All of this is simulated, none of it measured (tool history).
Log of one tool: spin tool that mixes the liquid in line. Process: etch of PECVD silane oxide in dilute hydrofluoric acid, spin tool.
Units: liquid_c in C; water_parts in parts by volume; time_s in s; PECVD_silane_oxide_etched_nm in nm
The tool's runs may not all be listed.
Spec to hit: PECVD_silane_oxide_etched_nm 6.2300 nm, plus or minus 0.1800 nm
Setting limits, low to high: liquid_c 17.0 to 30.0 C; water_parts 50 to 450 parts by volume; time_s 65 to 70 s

Run 1, hour 0.0: liquid_c 22.0 C, water_parts 250 parts by volume, time_s 65 s. Result: PECVD_silane_oxide_etched_nm 10.2690 nm.
Run 2, hour 8.2: liquid_c 20.5 C, water_parts 270 parts by volume, time_s 65 s. Result: PECVD_silane_oxide_etched_nm 8.8394 nm.
Run 3, hour 11.5: liquid_c 19.5 C, water_parts 285 parts by volume, time_s 65 s. Result: PECVD_silane_oxide_etched_nm 7.8928 nm.
Run 4, hour 18.4: liquid_c 19.5 C, water_parts 285 parts by volume, time_s 70 s. Result: PECVD_silane_oxide_etched_nm 8.5580 nm.
Run 5, hour 25.7: liquid_c 22.5 C, water_parts 285 parts by volume, time_s 70 s. Result: PECVD_silane_oxide_etched_nm 9.4662 nm.
Run 6, hour 34.2: liquid_c 22.5 C, water_parts 240 parts by volume, time_s 70 s. Result: PECVD_silane_oxide_etched_nm 11.7060 nm.
Run 7, hour 37.8: liquid_c 21.0 C, water_parts 275 parts by volume, time_s 70 s. Result: PECVD_silane_oxide_etched_nm 9.3652 nm.
Run 8, hour 39.2: liquid_c 20.0 C, water_parts 295 parts by volume, time_s 70 s. Result: PECVD_silane_oxide_etched_nm 8.3324 nm.
Run 9, hour 41.7: liquid_c 19.0 C, water_parts 310 parts by volume, time_s 70 s. Result: PECVD_silane_oxide_etched_nm 7.6415 nm.
Run 10, hour 43.7: liquid_c 18.5 C, water_parts 320 parts by volume, time_s 70 s. Result: PECVD_silane_oxide_etched_nm 7.2503 nm.
Run 11, hour 46.9: liquid_c 18.0 C, water_parts 330 parts by volume, time_s 70 s. Result: PECVD_silane_oxide_etched_nm 6.7249 nm.
Run 12, hour 48.2: liquid_c 17.5 C, water_parts 335 parts by volume, time_s 70 s. Result: PECVD_silane_oxide_etched_nm 6.4955 nm.

Below are 4 possible settings for the next run. Only one of them brings all results inside the allowed miss of their targets. Which is it?
Run A, hour 49.5: liquid_c 17.5 C, water_parts 365 parts by volume, time_s 70 s. Result: PECVD_silane_oxide_etched_nm ?.
Run B, hour 49.5: liquid_c 17.0 C, water_parts 320 parts by volume, time_s 65 s. Result: PECVD_silane_oxide_etched_nm ?.
Run C, hour 49.5: liquid_c 19.5 C, water_parts 370 parts by volume, time_s 65 s. Result: PECVD_silane_oxide_etched_nm ?.
Run D, hour 49.5: liquid_c 17.0 C, water_parts 340 parts by volume, time_s 65 s. Result: PECVD_silane_oxide_etched_nm ?.

move  PECVD_silane_oxide_etched_nm
   A                        5.8527
   B                        6.2925
   C                        5.7469
   D                        5.8337
A: moves the result that the last run missed by most past its target, out the other side
B: all results in spec
C: moves the result that the last run missed by most past its target, out the other side
D: moves the result that the last run missed by most past its target, out the other side
Answer: B
